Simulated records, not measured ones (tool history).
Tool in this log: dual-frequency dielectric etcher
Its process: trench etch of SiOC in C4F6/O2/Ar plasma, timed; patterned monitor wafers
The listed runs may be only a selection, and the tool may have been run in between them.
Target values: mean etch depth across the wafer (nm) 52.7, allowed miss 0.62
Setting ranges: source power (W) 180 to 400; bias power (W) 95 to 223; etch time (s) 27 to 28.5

run  hour  source power (W)  bias power (W)  etch time (s)  mean etch depth across the wafer (nm)
  1     0               290             159             27                                  47.08
  2   8.6               290             159           28.5                                 49.661
  3  11.6               290             159             27                                 47.038
  4    13               310             160             27                                 48.265
  5  13.6               310             182             27                                 50.556
  6  14.3               320             182             27                                 50.985
  7  14.9               330             182             27                                 51.405
  8  23.5               330             182             27                                 51.444

4 candidate next runs follow, results not yet known. Just one meets every target within its allowed miss. Identify it.
  A  32.1               310             186             27                                      ?
  B  32.1               290             200           27.5                                      ?
  C  32.1               280             204           27.5                                      ?
  D  32.1               310             189             28                                      ?

move  mean etch depth across the wafer (nm)
   A                                 50.942
   B                                 51.926
   C                                  51.63
   D                                 53.116
A: further off than the last run
B: gains on the last run, yet a result remains outside its allowed miss
C: gains on the last run, yet a result remains outside its allowed miss
D: every result lands within tolerance
The right move is D.
